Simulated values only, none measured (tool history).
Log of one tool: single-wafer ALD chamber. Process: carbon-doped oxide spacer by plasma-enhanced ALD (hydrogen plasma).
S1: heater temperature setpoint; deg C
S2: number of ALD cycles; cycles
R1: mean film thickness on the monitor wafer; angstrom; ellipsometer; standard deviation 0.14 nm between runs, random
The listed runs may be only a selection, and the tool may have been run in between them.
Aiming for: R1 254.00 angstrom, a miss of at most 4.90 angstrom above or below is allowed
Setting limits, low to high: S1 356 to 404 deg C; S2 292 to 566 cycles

| run | day | S1 | S2 | R1 |
|---|---|---|---|---|
| 1 | 0.000 | 380 | 429 | 201.97 |
| 2 | 0.250 | 384 | 429 | 202.74 |
| 3 | 0.483 | 390 | 429 | 202.73 |
| 4 | 0.858 | 390 | 371 | 176.26 |
| 5 | 1.167 | 390 | 403 | 190.31 |
| 6 | 1.225 | 390 | 429 | 203.84 |
| 7 | 1.317 | 390 | 429 | 202.87 |
| 8 | 1.704 | 390 | 448 | 211.73 |
| 9 | 1.808 | 390 | 517 | 245.64 |

Pick the move, out of 4, that brings all results within their allowed miss; only one does.
| A | 1.912 | 399 | 534 | ? |
| B | 1.912 | 390 | 512 | ? |
| C | 1.912 | 385 | 559 | ? |
| D | 1.912 | 385 | 499 | ? |

| move | R1 |
|---|---|
| A | 253.13 |
| B | 242.72 |
| C | 265.00 |
| D | 236.56 |
A: hits every target within its allowed miss
B: the biggest miss grows against the last run
C: pushes the last run's worst result past its target
D: the biggest miss grows against the last run
The right move is A.

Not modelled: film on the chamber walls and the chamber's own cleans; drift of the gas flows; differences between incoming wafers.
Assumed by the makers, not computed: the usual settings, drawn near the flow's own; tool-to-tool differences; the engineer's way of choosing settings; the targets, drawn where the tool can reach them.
